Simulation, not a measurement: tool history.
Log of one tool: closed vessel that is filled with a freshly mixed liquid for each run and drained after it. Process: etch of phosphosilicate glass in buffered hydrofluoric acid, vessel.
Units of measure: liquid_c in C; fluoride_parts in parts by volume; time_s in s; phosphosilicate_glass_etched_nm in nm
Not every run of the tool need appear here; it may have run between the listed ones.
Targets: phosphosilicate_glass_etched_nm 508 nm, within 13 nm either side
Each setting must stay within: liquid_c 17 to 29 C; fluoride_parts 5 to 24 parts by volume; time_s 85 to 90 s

run  hour  liquid_c  fluoride_parts  time_s  phosphosilicate_glass_etched_nm
  1     0        21            14.5      85                           384.81
  2   2.9      21.5            14.5      85                           396.61
  3   5.1      21.5            18.5      85                           310.72
  4   6.5      21.5              21      85                           278.35
  5  10.8        18              21      85                           228.54
  6  15.4        20              21      85                           256.43
  7  22.2      21.5            20.5      85                           281.46
  8  29.5      22.5              20      85                           304.04
  9  31.2      26.5            16.5      85                           460.12
 10  40.1        27            16.5      85                           470.59

Exercise: of the 5 proposed moves below, exactly one satisfies all targets within the stated allowed misses. Which move is it?
  A    49        29              16      85                                ?
  B    49        27              15      90                                ?
  C    49      28.5            16.5      90                                ?
  D    49      27.5            16.5      90                                ?
  E    49        29              17      90                                ?

move  phosphosilicate_glass_etched_nm
   A                            537.4
   B                           544.97
   C                           537.63
   D                           509.73
   E                           536.12
A: takes the biggest miss from the last run beyond its target
B: takes the biggest miss from the last run beyond its target
C: takes the biggest miss from the last run beyond its target
D: all results land within tolerance of their targets
E: takes the biggest miss from the last run beyond its target
The right move is D.
